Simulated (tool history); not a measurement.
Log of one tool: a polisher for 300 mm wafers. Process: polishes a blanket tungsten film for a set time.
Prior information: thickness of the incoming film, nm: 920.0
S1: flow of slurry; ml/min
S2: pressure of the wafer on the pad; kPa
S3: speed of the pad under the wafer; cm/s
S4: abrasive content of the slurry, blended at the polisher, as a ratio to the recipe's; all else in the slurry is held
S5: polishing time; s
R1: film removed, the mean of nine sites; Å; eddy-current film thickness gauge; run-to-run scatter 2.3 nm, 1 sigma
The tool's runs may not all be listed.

run 1 hour=0.0 | S1=235 S2=24.1 S3=108 S4=1.0 S5=38 | R1=1830.1
run 2 hour=2.8 | S1=235 S2=24.1 S3=108 S4=1.0 S5=38 | R1=1796.1
run 3 hour=6.3 | S1=235 S2=25.5 S3=108 S4=1.0 S5=38 | R1=1917.2
run 4 hour=11.4 | S1=235 S2=25.5 S3=108 S4=1.0 S5=39 | R1=1975.9
run 5 hour=17.5 | S1=235 S2=25.5 S3=124 S4=1.0 S5=39 | R1=2195.4
run 6 hour=24.1 | S1=235 S2=25.5 S3=124 S4=1.0 S5=39 | R1=2233.7
run 7 hour=25.6 | S1=235 S2=26.2 S3=124 S4=1.0 S5=39 | R1=2258.2

Run 8, settings as shown, results not yet in. Your forecast:
run 8 hour=34.0 | S1=255 S2=33.1 S3=126 S4=1.0 S5=39 | R1=?

Run 8 yielded R1 2815.6 Å.
